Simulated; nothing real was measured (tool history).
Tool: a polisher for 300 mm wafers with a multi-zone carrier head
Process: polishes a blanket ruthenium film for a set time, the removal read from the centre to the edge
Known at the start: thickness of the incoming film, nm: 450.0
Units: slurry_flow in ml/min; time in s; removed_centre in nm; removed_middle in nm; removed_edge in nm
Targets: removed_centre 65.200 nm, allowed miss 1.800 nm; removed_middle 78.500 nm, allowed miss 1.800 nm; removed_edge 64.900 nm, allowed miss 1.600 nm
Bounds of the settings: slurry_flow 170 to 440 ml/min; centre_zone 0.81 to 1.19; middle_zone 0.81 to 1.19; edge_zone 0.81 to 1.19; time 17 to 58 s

run 1 hour=0.0 | slurry_flow=280 centre_zone=1.00 middle_zone=1.00 edge_zone=1.00 time=37 | removed_centre=50.143 removed_middle=55.316 removed_edge=55.423
run 2 hour=0.8 | slurry_flow=280 centre_zone=1.00 middle_zone=1.00 edge_zone=1.07 time=37 | removed_centre=50.370 removed_middle=55.883 removed_edge=56.586
run 3 hour=5.7 | slurry_flow=310 centre_zone=1.02 middle_zone=1.06 edge_zone=1.05 time=38 | removed_centre=53.456 removed_middle=60.919 removed_edge=57.944
run 4 hour=13.2 | slurry_flow=310 centre_zone=1.02 middle_zone=1.06 edge_zone=0.97 time=38 | removed_centre=52.206 removed_middle=60.392 removed_edge=55.625
run 5 hour=19.0 | slurry_flow=330 centre_zone=1.04 middle_zone=1.10 edge_zone=1.00 time=39 | removed_centre=55.374 removed_middle=64.277 removed_edge=58.889
run 6 hour=21.0 | slurry_flow=330 centre_zone=1.13 middle_zone=1.10 edge_zone=1.00 time=39 | removed_centre=60.672 removed_middle=64.839 removed_edge=58.315
run 7 hour=24.5 | slurry_flow=340 centre_zone=1.12 middle_zone=1.13 edge_zone=0.99 time=40 | removed_centre=61.078 removed_middle=68.666 removed_edge=59.381
run 8 hour=26.3 | slurry_flow=395 centre_zone=1.12 middle_zone=1.19 edge_zone=1.04 time=43 | removed_centre=68.190 removed_middle=77.120 removed_edge=65.338

Which of these 5 next moves meets every target?
run A hour=28.1 | slurry_flow=375 centre_zone=1.12 middle_zone=1.17 edge_zone=1.04 time=45 | removed_centre=? removed_middle=? removed_edge=?
run B hour=28.1 | slurry_flow=395 centre_zone=1.15 middle_zone=1.19 edge_zone=0.98 time=43 | removed_centre=? removed_middle=? removed_edge=?
run C hour=28.1 | slurry_flow=305 centre_zone=1.08 middle_zone=1.15 edge_zone=0.97 time=44 | removed_centre=? removed_middle=? removed_edge=?
run D hour=28.1 | slurry_flow=355 centre_zone=1.06 middle_zone=1.11 edge_zone=1.12 time=44 | removed_centre=? removed_middle=? removed_edge=?
run E hour=28.1 | slurry_flow=390 centre_zone=1.06 middle_zone=1.18 edge_zone=0.93 time=44 | removed_centre=? removed_middle=? removed_edge=?

move=A removed_centre=70.418 removed_middle=80.262 removed_edge=69.155
move=B removed_centre=69.408 removed_middle=78.112 removed_edge=64.667
move=C removed_centre=65.151 removed_middle=76.075 removed_edge=64.920
move=D removed_centre=64.796 removed_middle=74.709 removed_edge=69.611
move=E removed_centre=65.328 removed_middle=79.316 removed_edge=64.779
A: further off than the last run
B: further off than the last run
C: brings the result that was furthest off to its target, and leaves another outside
D: brings the result that was furthest off to its target, and leaves another outside
E: meets every target
Answer: E
